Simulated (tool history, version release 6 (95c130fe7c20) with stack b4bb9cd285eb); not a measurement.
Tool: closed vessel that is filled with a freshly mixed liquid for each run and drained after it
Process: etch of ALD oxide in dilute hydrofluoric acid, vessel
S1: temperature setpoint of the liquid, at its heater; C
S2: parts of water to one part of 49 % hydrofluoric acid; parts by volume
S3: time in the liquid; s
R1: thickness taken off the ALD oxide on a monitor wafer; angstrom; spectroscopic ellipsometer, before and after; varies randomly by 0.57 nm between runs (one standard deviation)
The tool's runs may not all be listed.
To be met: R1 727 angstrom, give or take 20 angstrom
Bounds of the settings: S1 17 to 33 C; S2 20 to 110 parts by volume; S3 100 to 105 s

{"run": 1, "hour": 0.0, "S1": 25, "S2": 60, "S3": 100, "R1": 372.27}
{"run": 2, "hour": 7.0, "S1": 26.5, "S2": 55, "S3": 100, "R1": 430.48}
{"run": 3, "hour": 12.8, "S1": 29.5, "S2": 55, "S3": 100, "R1": 490.24}
{"run": 4, "hour": 19.4, "S1": 30, "S2": 50, "S3": 100, "R1": 553.44}
{"run": 5, "hour": 21.7, "S1": 27.5, "S2": 50, "S3": 100, "R1": 499.19}
{"run": 6, "hour": 23.5, "S1": 27.5, "S2": 50, "S3": 105, "R1": 521.48}
{"run": 7, "hour": 24.6, "S1": 31.5, "S2": 40, "S3": 105, "R1": 778.18}
{"run": 8, "hour": 27.4, "S1": 31, "S2": 40, "S3": 105, "R1": 756.58}

Which single option among these 5 for the next run brings every result within its allowed miss of target? Just one does.
{"run": "A", "hour": 30.2, "S1": 32.5, "S2": 40, "S3": 100, "R1": "?"}
{"run": "B", "hour": 30.2, "S1": 28.5, "S2": 35, "S3": 105, "R1": "?"}
{"run": "C", "hour": 30.2, "S1": 33, "S2": 40, "S3": 100, "R1": "?"}
{"run": "D", "hour": 30.2, "S1": 31.5, "S2": 40, "S3": 105, "R1": "?"}
{"run": "E", "hour": 30.2, "S1": 29.5, "S2": 40, "S3": 105, "R1": "?"}

move=A R1=764.82
move=B R1=789.66
move=C R1=779.8
move=D R1=772.33
move=E R1=713.71
A: lands further from the targets than the last run did
B: lands further from the targets than the last run did
C: lands further from the targets than the last run did
D: lands further from the targets than the last run did
E: all results in spec
Go with E: it meets all targets.

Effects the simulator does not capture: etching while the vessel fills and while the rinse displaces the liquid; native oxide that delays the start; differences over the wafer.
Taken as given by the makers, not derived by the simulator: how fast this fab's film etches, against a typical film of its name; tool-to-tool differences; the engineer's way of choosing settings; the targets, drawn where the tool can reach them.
